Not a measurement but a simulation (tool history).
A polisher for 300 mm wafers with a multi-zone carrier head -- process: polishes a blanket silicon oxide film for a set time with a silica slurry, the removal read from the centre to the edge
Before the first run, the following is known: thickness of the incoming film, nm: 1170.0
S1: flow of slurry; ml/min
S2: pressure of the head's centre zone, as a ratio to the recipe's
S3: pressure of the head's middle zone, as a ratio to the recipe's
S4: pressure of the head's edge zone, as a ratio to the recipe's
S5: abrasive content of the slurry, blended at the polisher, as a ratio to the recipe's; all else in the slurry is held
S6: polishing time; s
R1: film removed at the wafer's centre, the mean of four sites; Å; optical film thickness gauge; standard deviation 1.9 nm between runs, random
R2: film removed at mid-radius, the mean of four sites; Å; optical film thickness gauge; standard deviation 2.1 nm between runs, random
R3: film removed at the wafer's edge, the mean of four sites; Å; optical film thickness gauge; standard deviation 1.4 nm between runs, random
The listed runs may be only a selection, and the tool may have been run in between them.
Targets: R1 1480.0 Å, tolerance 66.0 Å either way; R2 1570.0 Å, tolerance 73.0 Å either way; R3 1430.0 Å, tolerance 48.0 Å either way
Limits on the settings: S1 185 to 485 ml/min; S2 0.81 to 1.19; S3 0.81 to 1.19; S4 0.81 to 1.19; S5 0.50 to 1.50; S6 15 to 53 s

| run | day | S1 | S2 | S3 | S4 | S5 | S6 | R1 | R2 | R3 |
|---|---|---|---|---|---|---|---|---|---|---|
| 1 | 0.000 | 310 | 1.00 | 1.00 | 1.00 | 1.00 | 34 | 1205.8 | 1231.1 | 1157.8 |
| 2 | 0.038 | 310 | 1.00 | 1.00 | 1.04 | 1.00 | 34 | 1201.3 | 1235.2 | 1198.8 |
| 3 | 0.104 | 280 | 1.00 | 1.00 | 1.04 | 1.00 | 34 | 1195.1 | 1221.9 | 1169.4 |
| 4 | 0.471 | 285 | 1.01 | 1.02 | 1.05 | 1.00 | 34 | 1220.6 | 1242.7 | 1190.0 |
| 5 | 0.542 | 240 | 1.01 | 1.02 | 1.05 | 1.00 | 34 | 1201.8 | 1218.2 | 1174.4 |
| 6 | 0.775 | 240 | 1.01 | 0.97 | 1.05 | 1.00 | 34 | 1170.0 | 1163.5 | 1183.2 |
| 7 | 1.029 | 245 | 1.01 | 0.99 | 1.06 | 1.05 | 34 | 1221.8 | 1209.0 | 1223.4 |
| 8 | 1.375 | 250 | 1.01 | 1.01 | 1.07 | 1.05 | 34 | 1196.6 | 1208.6 | 1203.3 |
| 9 | 1.667 | 255 | 1.01 | 1.02 | 1.07 | 1.10 | 34 | 1260.0 | 1283.1 | 1237.1 |
| 10 | 1.946 | 260 | 1.01 | 1.03 | 1.08 | 1.10 | 34 | 1274.8 | 1268.2 | 1243.0 |
| 11 | 2.142 | 260 | 1.00 | 1.04 | 1.09 | 1.15 | 34 | 1240.8 | 1309.5 | 1253.4 |
| 12 | 2.450 | 260 | 1.00 | 1.05 | 1.10 | 1.20 | 34 | 1275.5 | 1356.2 | 1304.1 |
| 13 | 2.512 | 265 | 1.01 | 1.06 | 1.10 | 1.20 | 34 | 1296.3 | 1335.0 | 1291.9 |
| 14 | 2.662 | 265 | 1.03 | 1.16 | 1.12 | 1.45 | 34 | 1368.9 | 1564.5 | 1394.1 |

Below are 4 possible settings for the next run. Only one of them brings all results inside the allowed miss of their targets. Which is it?
| A | 2.812 | 205 | 1.04 | 1.12 | 1.06 | 1.50 | 36 | ? | ? | ? |
| B | 2.812 | 290 | 1.01 | 1.16 | 1.09 | 1.40 | 34 | ? | ? | ? |
| C | 2.812 | 330 | 0.99 | 1.16 | 1.19 | 1.50 | 33 | ? | ? | ? |
| D | 2.812 | 280 | 1.13 | 1.19 | 1.16 | 1.50 | 31 | ? | ? | ? |

| move | R1 | R2 | R3 |
|---|---|---|---|
| A | 1491.3 | 1574.3 | 1401.0 |
| B | 1381.6 | 1540.7 | 1338.8 |
| C | 1360.6 | 1544.8 | 1401.3 |
| D | 1430.6 | 1464.8 | 1286.5 |
A: each result inside its tolerance
B: further off than the last run
C: further off than the last run
D: brings the result that was furthest off to its target, and leaves another outside
The move that meets every target is A.

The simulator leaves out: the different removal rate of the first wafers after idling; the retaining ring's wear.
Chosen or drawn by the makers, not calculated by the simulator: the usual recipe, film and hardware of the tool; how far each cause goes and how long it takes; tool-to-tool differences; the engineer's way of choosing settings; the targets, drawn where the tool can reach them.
